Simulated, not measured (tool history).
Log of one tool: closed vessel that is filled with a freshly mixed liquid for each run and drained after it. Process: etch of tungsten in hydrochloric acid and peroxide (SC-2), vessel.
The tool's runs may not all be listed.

| run | day | temperature setpoint of the liquid (K) | parts of water to one part each of 37 % hydrochloric acid and 30 % peroxide (parts by volume) | time in the liquid (s) | thickness taken off the tungsten on a monitor wafer (angstrom) |
|---|---|---|---|---|---|
| 1 | 0 | 325.15 | 7 | 85 | 173.29 |
| 2 | 0.229 | 320.65 | 7 | 85 | 129.48 |
| 3 | 0.546 | 317.65 | 7 | 85 | 104.49 |
| 4 | 0.633 | 315.65 | 7 | 85 | 92.088 |
| 5 | 0.671 | 314.15 | 7 | 85 | 82.549 |
| 6 | 0.712 | 319.15 | 7 | 85 | 116.75 |
| 7 | 1.062 | 316.65 | 7 | 85 | 98.322 |
| 8 | 1.408 | 310.65 | 7 | 85 | 65.274 |
| 9 | 1.479 | 311.15 | 7 | 85 | 67.231 |
|  | 1.675 | thermometer replaced |
| 10 | 1.675 | 311.65 | 7 | 85 | 59.208 |
| 11 | 1.983 | 312.15 | 7 | 85 | 61.66 |

Run 12 comes next. What will it give?
| 12 | 2.025 | 312.65 | 7 | 85 | ? |

{"run 12": {"thickness taken off the tungsten on a monitor wafer (angstrom)": 63.454}}
